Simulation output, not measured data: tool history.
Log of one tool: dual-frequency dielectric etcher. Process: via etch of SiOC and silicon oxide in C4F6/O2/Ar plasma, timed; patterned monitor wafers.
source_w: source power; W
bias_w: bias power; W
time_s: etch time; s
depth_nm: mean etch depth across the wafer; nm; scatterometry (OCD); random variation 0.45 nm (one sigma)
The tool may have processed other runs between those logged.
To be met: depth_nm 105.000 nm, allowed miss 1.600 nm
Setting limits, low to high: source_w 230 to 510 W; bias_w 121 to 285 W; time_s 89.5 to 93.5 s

{"run": 1, "hour": 0.0, "source_w": 370, "bias_w": 203, "time_s": 89.5, "depth_nm": 93.549}
{"run": 2, "hour": 6.9, "source_w": 370, "bias_w": 185, "time_s": 89.5, "depth_nm": 89.605}
{"run": 3, "hour": 13.9, "source_w": 330, "bias_w": 185, "time_s": 89.5, "depth_nm": 85.255}
{"run": 4, "hour": 14.8, "source_w": 360, "bias_w": 187, "time_s": 89.5, "depth_nm": 89.205}
{"run": 5, "hour": 16.8, "source_w": 330, "bias_w": 187, "time_s": 89.5, "depth_nm": 86.349}
{"run": 6, "hour": 20.2, "source_w": 330, "bias_w": 187, "time_s": 89.5, "depth_nm": 85.748}
{"run": 7, "hour": 22.4, "source_w": 400, "bias_w": 211, "time_s": 90.0, "depth_nm": 98.752}
{"run": 8, "hour": 26.9, "source_w": 410, "bias_w": 212, "time_s": 90.0, "depth_nm": 98.902}
{"run": 9, "hour": 31.6, "source_w": 480, "bias_w": 219, "time_s": 90.0, "depth_nm": 107.57}

Below are 4 possible settings for the next run. Only one of them brings all results inside the allowed miss of their targets. Which is it?
{"run": "A", "hour": 36.3, "source_w": 510, "bias_w": 204, "time_s": 92.5, "depth_nm": "?"}
{"run": "B", "hour": 36.3, "source_w": 500, "bias_w": 216, "time_s": 92.0, "depth_nm": "?"}
{"run": "C", "hour": 36.3, "source_w": 470, "bias_w": 234, "time_s": 92.0, "depth_nm": "?"}
{"run": "D", "hour": 36.3, "source_w": 480, "bias_w": 209, "time_s": 90.0, "depth_nm": "?"}

move=A depth_nm=108.770
move=B depth_nm=110.320
move=C depth_nm=111.950
move=D depth_nm=104.650
A: the biggest miss grows against the last run
B: the biggest miss grows against the last run
C: the biggest miss grows against the last run
D: all results in spec
Move D is the one to make.

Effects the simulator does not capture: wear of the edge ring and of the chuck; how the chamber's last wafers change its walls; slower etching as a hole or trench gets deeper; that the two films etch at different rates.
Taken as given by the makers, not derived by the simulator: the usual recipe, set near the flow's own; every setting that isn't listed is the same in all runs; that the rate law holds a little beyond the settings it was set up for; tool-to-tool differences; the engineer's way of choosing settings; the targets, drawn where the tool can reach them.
